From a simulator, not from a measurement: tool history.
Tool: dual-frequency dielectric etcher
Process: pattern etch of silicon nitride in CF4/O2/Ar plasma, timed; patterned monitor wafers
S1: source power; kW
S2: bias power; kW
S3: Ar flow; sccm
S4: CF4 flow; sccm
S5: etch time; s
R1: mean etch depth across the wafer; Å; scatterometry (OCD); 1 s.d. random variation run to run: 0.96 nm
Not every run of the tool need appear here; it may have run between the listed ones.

Run 1, hour 0: S1 0.42 kW, S2 0.05 kW, S3 91 sccm, S4 93 sccm, S5 107.5 s. Result: R1 1849.9 Å.
Run 2, hour 8.6: S1 0.46 kW, S2 0.05 kW, S3 91 sccm, S4 93 sccm, S5 107.5 s. Result: R1 2002.8 Å.
Run 3, hour 17.3: S1 0.46 kW, S2 0.042 kW, S3 91 sccm, S4 93 sccm, S5 107.5 s. Result: R1 1833.6 Å.
Run 4, hour 25.9: S1 0.5 kW, S2 0.044 kW, S3 91 sccm, S4 93 sccm, S5 107.5 s. Result: R1 2013.8 Å.
Run 5, hour 34: S1 0.53 kW, S2 0.046 kW, S3 91 sccm, S4 93 sccm, S5 107.5 s. Result: R1 2161.6 Å.
Run 6, hour 41.9: S1 0.55 kW, S2 0.047 kW, S3 91 sccm, S4 93 sccm, S5 107.5 s. Result: R1 2246.1 Å.
Run 7, hour 45.6: S1 0.56 kW, S2 0.048 kW, S3 91 sccm, S4 93 sccm, S5 107.5 s. Result: R1 2313.9 Å.
Run 8, hour 51.4: S1 0.57 kW, S2 0.049 kW, S3 91 sccm, S4 93 sccm, S5 107.5 s. Result: R1 2357.6 Å.

Run 9, settings as shown, results not yet in. Your forecast:
Run 9, hour 52.5: S1 0.57 kW, S2 0.05 kW, S3 91 sccm, S4 93 sccm, S5 107.5 s. Result: R1 ?.

{"run 9": {"R1": 2386.4}}

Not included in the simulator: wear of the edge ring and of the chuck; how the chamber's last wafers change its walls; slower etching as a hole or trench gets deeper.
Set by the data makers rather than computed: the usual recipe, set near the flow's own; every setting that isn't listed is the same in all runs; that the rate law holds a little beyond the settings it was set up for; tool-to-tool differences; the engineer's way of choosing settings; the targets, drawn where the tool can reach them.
